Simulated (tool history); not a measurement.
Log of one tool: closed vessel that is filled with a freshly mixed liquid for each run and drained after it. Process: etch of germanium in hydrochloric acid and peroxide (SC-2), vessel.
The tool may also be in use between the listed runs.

run    day  temperature setpoint of the liquid (°C)  parts of water to one part each of 37 % hydrochloric acid and 30 % peroxide (parts by volume)  time in the liquid (s)  thickness taken off the germanium on a monitor wafer (angstrom)
  1      0                                       49                                                                                             11                      90                                                           3961.1
  2  0.167                                     47.5                                                                                             11                      90                                                           3774.3
  3  0.546                                     46.5                                                                                             11                      90                                                           3693.6
  4  0.896                                     50.5                                                                                             11                      90                                                           4129.1
  5  1.279                                       57                                                                                             11                      90                                                           5035.8
  6  1.458                                       57                                                                                            8.5                      90                                                           5194.7
  7  1.783                                       53                                                                                            8.5                      90                                                           4571.7
  8  1.867                                       45                                                                                              9                      90                                                             3540

Forecast run 9:
  9  1.938                                     44.5                                                                                              9                      90                                                                ?

Run 9 gave thickness taken off the germanium on a monitor wafer (angstrom) 3482.9.

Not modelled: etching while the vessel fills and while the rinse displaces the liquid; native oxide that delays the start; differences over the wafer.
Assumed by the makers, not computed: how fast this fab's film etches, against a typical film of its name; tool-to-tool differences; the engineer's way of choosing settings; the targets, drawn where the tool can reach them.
